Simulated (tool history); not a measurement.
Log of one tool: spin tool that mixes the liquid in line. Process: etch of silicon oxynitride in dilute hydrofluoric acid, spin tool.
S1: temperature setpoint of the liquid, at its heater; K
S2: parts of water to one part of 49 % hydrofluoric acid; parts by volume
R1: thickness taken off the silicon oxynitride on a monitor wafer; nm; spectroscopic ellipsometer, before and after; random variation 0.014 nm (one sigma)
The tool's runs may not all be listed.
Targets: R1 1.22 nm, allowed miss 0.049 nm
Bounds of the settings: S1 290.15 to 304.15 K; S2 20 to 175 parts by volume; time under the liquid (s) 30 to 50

Run 1, hour 0: S1 296.15 K, S2 95 parts by volume, time under the liquid (s) 50. Result: R1 0.66205 nm.
Run 2, hour 7.6: S1 296.15 K, S2 95 parts by volume, time under the liquid (s) 30. Result: R1 0.40236 nm.
Run 3, hour 15: S1 297.15 K, S2 85 parts by volume, time under the liquid (s) 30. Result: R1 0.46541 nm.
Run 4, hour 16.1: S1 297.15 K, S2 85 parts by volume, time under the liquid (s) 30. Result: R1 0.46747 nm.
Run 5, hour 24.4: S1 298.65 K, S2 85 parts by volume, time under the liquid (s) 30. Result: R1 0.5082 nm.
Run 6, hour 27.9: S1 298.65 K, S2 85 parts by volume, time under the liquid (s) 30. Result: R1 0.5008 nm.
Run 7, hour 35: S1 299.65 K, S2 75 parts by volume, time under the liquid (s) 35. Result: R1 0.70185 nm.
Run 8, hour 39.2: S1 300.15 K, S2 70 parts by volume, time under the liquid (s) 35. Result: R1 0.78264 nm.
Run 9, hour 44.5: S1 300.65 K, S2 70 parts by volume, time under the liquid (s) 35. Result: R1 0.80088 nm.
Run 10, hour 51.8: S1 301.15 K, S2 70 parts by volume, time under the liquid (s) 35. Result: R1 0.81364 nm.
Run 11, hour 58.5: S1 304.15 K, S2 40 parts by volume, time under the liquid (s) 35. Result: R1 1.6898 nm.
Run 12, hour 62.3: S1 303.65 K, S2 40 parts by volume, time under the liquid (s) 35. Result: R1 1.6786 nm.
Run 13, hour 70.8: S1 303.15 K, S2 40 parts by volume, time under the liquid (s) 35. Result: R1 1.6459 nm.
Run 14, hour 71.9: S1 302.65 K, S2 40 parts by volume, time under the liquid (s) 35. Result: R1 1.5659 nm.
Run 15, hour 73.2: S1 302.15 K, S2 40 parts by volume, time under the liquid (s) 35. Result: R1 1.5655 nm.
Run 16, hour 74.2: S1 301.65 K, S2 40 parts by volume, time under the liquid (s) 35. Result: R1 1.5049 nm.
Run 17, hour 80.5: S1 301.65 K, S2 40 parts by volume, time under the liquid (s) 35. Result: R1 1.515 nm.
Run 18, hour 87.4: S1 301.15 K, S2 40 parts by volume, time under the liquid (s) 35. Result: R1 1.4588 nm.
Run 19, hour 95.7: S1 300.65 K, S2 40 parts by volume, time under the liquid (s) 35. Result: R1 1.4098 nm.
Run 20, hour 96.3: S1 300.15 K, S2 40 parts by volume, time under the liquid (s) 35. Result: R1 1.4007 nm.
Run 21, hour 100.9: S1 299.65 K, S2 40 parts by volume, time under the liquid (s) 35. Result: R1 1.3647 nm.
Run 22, hour 107.8: S1 299.15 K, S2 40 parts by volume, time under the liquid (s) 35. Result: R1 1.3413 nm.
Run 23, hour 115.4: S1 298.65 K, S2 40 parts by volume, time under the liquid (s) 35. Result: R1 1.3059 nm.

4 next moves are on the table. One of them brings every result within its allowed miss. Which?
Run A, hour 123: S1 298.65 K, S2 40 parts by volume, time under the liquid (s) 30. Result: R1 ?.
Run B, hour 123: S1 300.15 K, S2 40 parts by volume, time under the liquid (s) 30. Result: R1 ?.
Run C, hour 123: S1 297.65 K, S2 40 parts by volume, time under the liquid (s) 30. Result: R1 ?.
Run D, hour 123: S1 298.15 K, S2 55 parts by volume, time under the liquid (s) 50. Result: R1 ?.

move      R1
   A  1.1149
   B  1.1987
   C  1.0619
   D  1.3024
A: takes the result that was furthest off past its target
B: meets every target
C: takes the result that was furthest off past its target
D: as far off as the last run
Answer: B
